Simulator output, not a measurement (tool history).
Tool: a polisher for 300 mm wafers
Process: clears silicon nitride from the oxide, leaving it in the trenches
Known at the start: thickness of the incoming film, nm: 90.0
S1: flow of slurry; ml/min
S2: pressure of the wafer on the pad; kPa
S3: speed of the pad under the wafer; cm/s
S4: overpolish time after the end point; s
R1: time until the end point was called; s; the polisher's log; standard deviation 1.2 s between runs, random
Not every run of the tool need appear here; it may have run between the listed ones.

| run | day | S1 | S2 | S3 | S4 | R1 |
|---|---|---|---|---|---|---|
| 1 | 0 | 120 | 13.1 | 90 | 8 | 171.4 |
| 2 | 0.212 | 125 | 13.8 | 90 | 8 | 161 |
| 3 | 0.342 | 125 | 13.8 | 90 | 8 | 165.67 |
| 4 | 0.646 | 125 | 14.5 | 90 | 8 | 159.91 |
| 5 | 0.708 | 125 | 15.2 | 90 | 8 | 154.39 |
| 6 | 0.892 | 125 | 15.9 | 90 | 8 | 147.31 |

Run 7, settings as shown, results not yet in. Your forecast:
| 7 | 1.208 | 125 | 16.5 | 90 | 8 | ? |

{"run 7": {"R1": 141.94}}
